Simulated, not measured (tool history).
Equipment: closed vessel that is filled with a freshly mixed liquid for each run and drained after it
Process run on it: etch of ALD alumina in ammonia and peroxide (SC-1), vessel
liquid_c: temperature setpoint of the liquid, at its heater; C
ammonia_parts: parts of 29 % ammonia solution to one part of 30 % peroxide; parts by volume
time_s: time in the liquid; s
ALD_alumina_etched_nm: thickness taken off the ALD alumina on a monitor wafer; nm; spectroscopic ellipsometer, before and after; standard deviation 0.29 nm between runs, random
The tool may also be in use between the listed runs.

run  hour  liquid_c  ammonia_parts  time_s  ALD_alumina_etched_nm
  1   0.0      62.0           0.95     485                 55.822
  2   7.2      61.0           0.95     485                 53.946
  3  10.1      61.0           0.95     485                 53.507
  4  13.9      60.0           0.95     485                 51.793
  5  19.9      60.0           0.95     485                 50.865
  6  26.6      60.0           0.95     485                 50.572
  7  33.1      59.5           0.95     485                 49.675

Estimate the outcome of run 8 from the log above:
  8  40.0      57.5           0.95     485                      ?

ALD_alumina_etched_nm: 44.919 nm

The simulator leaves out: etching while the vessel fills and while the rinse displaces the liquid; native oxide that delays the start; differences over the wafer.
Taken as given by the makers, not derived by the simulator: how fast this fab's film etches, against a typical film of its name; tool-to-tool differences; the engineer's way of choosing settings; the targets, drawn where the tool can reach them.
